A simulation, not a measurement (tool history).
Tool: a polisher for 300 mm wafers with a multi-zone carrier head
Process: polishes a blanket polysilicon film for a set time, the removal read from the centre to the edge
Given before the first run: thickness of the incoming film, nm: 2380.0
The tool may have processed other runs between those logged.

| run | hour | flow of slurry (ml/min) | pressure of the head's centre zone | pressure of the head's middle zone | pressure of the head's edge zone | polishing time (s) | film removed at the wafer's centre (Å) | film removed at mid-radius (Å) | film removed at the wafer's edge (Å) |
|---|---|---|---|---|---|---|---|---|---|
| 1 | 0.0 | 250 | 1.00 | 1.00 | 1.00 | 48 | 3213.0 | 3253.4 | 3228.0 |
| 2 | 1.5 | 250 | 0.99 | 1.00 | 1.02 | 50 | 3255.2 | 3327.4 | 3354.8 |
| 3 | 6.9 | 250 | 0.99 | 1.01 | 1.04 | 53 | 3477.4 | 3609.0 | 3640.7 |
| 4 | 12.2 | 250 | 1.04 | 1.01 | 1.04 | 53 | 3670.5 | 3581.4 | 3633.0 |
| 5 | 18.5 | 250 | 1.04 | 0.95 | 1.04 | 53 | 3612.0 | 3446.0 | 3702.3 |
| 6 | 26.1 | 250 | 1.04 | 0.95 | 0.99 | 53 | 3633.8 | 3455.5 | 3590.5 |
| 7 | 31.6 | 255 | 1.03 | 0.96 | 1.01 | 55 | 3771.2 | 3588.0 | 3670.4 |
| 8 | 39.0 | 245 | 1.02 | 0.98 | 1.03 | 57 | 3877.5 | 3735.3 | 3907.5 |

Estimate the outcome of run 9 from the log above:
| 9 | 43.7 | 245 | 1.01 | 1.00 | 1.05 | 58 | ? | ? | ? |

{"run 9": {"film removed at the wafer's centre (Å)": 3841.8, "film removed at mid-radius (Å)": 3878.0, "film removed at the wafer's edge (Å)": 3988.6}}
